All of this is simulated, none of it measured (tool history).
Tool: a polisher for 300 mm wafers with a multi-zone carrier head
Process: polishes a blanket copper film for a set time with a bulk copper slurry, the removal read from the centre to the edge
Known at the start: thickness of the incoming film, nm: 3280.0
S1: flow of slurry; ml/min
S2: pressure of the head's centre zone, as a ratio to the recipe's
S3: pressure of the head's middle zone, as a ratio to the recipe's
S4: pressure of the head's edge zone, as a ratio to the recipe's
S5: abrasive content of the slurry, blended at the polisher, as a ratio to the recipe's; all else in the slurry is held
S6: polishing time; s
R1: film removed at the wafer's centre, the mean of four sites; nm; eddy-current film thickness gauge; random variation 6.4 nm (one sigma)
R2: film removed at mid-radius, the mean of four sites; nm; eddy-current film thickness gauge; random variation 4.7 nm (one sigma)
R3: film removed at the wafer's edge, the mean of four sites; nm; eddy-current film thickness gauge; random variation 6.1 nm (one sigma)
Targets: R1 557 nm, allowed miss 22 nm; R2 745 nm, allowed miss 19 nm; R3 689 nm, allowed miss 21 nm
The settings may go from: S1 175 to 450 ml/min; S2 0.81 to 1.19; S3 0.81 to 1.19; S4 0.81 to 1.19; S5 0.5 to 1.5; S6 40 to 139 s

run  hour   S1    S2    S3    S4    S5  S6      R1      R2      R3
  1     0  290     1     1     1     1  89   884.8  904.27  913.96
  2     7  280  0.96  1.01  0.99   0.9  86  797.86  842.23  842.82
  3  11.2  270  0.93  1.04  1.01   0.8  84  734.44  825.35  803.35
  4  16.5  270  0.93  1.04  1.01   0.8  92  796.51  916.33  878.85
  5  24.6  270  0.93  1.04  0.97   0.8  92  810.84  901.72  869.84
  6  28.8  270  0.93  0.96  0.97   0.8  92  791.46  854.48  862.94
  7  36.4  255   0.9  0.99  0.98  0.75  89  737.34  831.31  839.22
  8  39.7  255   0.9  0.99  0.98  0.75  89  730.74  830.36  823.14
  9    44  245  0.88  1.01  0.99   0.7  87  674.57   813.8  801.18
 10  47.5  240  0.86  1.02  0.97  0.65  86  646.83  788.82  765.38
 11  55.4  230  0.85  1.03  0.96   0.6  85  625.97   768.1  733.22
 12  59.9  225  0.84  1.04  0.96   0.6  85  605.68  777.03  732.43
 13  63.2  220  0.83  1.04  0.95   0.6  85  596.29  767.76  732.06
 14  70.2  215  0.83  1.05  0.94   0.6  85  597.48  776.88  715.03
 15  71.3  210  0.83  1.05  0.94   0.6  85  592.01  762.77  722.52
 16    79  205  0.83  1.06  0.93   0.6  85  595.66  778.03  708.27
 17  80.6  200  0.83  1.06  0.93   0.6  85  578.68  774.61  713.59
 18  85.7  195  0.83  1.05  0.92   0.6  85  596.71   767.3  716.92

4 next moves are on the table. One of them brings every result within its allowed miss. Which?
  A  90.8  185  0.87  1.01  0.86  0.5  95   ?   ?   ?
  B  90.8  180  0.82  1.06  0.93  0.5  87   ?   ?   ?
  C  90.8  265  0.98  1.09  0.83  0.5  84   ?   ?   ?
  D  90.8  175  0.88  1.02  0.87  0.5  90   ?   ?   ?

move      R1      R2      R3
   A  653.82  783.07  724.57
   B  562.58  745.29  685.92
   C  675.93  762.54  645.37
   D  622.87  743.98  687.16
A: further off than the last run
B: meets every target
C: further off than the last run
D: further off than the last run
The right move is B.
